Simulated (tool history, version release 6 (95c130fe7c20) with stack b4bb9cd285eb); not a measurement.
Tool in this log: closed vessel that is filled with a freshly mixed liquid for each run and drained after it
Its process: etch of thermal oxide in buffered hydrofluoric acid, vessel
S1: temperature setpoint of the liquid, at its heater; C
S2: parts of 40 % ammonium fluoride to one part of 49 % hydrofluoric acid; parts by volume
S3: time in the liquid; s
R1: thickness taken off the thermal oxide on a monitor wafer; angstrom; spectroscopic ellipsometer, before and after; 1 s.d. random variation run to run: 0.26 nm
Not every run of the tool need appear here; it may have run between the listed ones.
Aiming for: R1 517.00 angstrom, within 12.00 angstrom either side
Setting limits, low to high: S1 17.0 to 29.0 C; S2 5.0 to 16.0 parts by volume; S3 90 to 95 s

| run | hour | S1 | S2 | S3 | R1 |
|---|---|---|---|---|---|
| 1 | 0.0 | 21.0 | 9.5 | 90 | 898.10 |
| 2 | 0.9 | 20.0 | 10.0 | 90 | 822.37 |
| 3 | 4.8 | 20.0 | 10.0 | 95 | 858.31 |
| 4 | 7.4 | 20.0 | 10.0 | 90 | 826.11 |
| 5 | 16.2 | 20.0 | 11.0 | 90 | 746.82 |
| 6 | 18.4 | 19.5 | 11.5 | 90 | 695.07 |
| 7 | 22.3 | 19.0 | 12.0 | 90 | 646.34 |
| 8 | 31.1 | 18.5 | 12.5 | 90 | 610.78 |
| 9 | 39.8 | 18.0 | 12.5 | 90 | 593.27 |
| 10 | 45.1 | 18.0 | 12.5 | 90 | 587.50 |
| 11 | 46.7 | 17.5 | 13.0 | 90 | 553.85 |

4 candidate next runs follow, results not yet known. Just one meets every target within its allowed miss. Identify it.
| A | 48.3 | 17.0 | 13.5 | 90 | ? |
| B | 48.3 | 18.0 | 12.0 | 90 | ? |
| C | 48.3 | 18.0 | 13.5 | 90 | ? |
| D | 48.3 | 17.0 | 11.5 | 90 | ? |

| move | R1 |
|---|---|
| A | 516.03 |
| B | 613.15 |
| C | 546.29 |
| D | 603.82 |
A: all results land within tolerance of their targets
B: further off than the last run
C: gains on the last run, yet a result remains outside its allowed miss
D: further off than the last run
The move that meets every target is A.
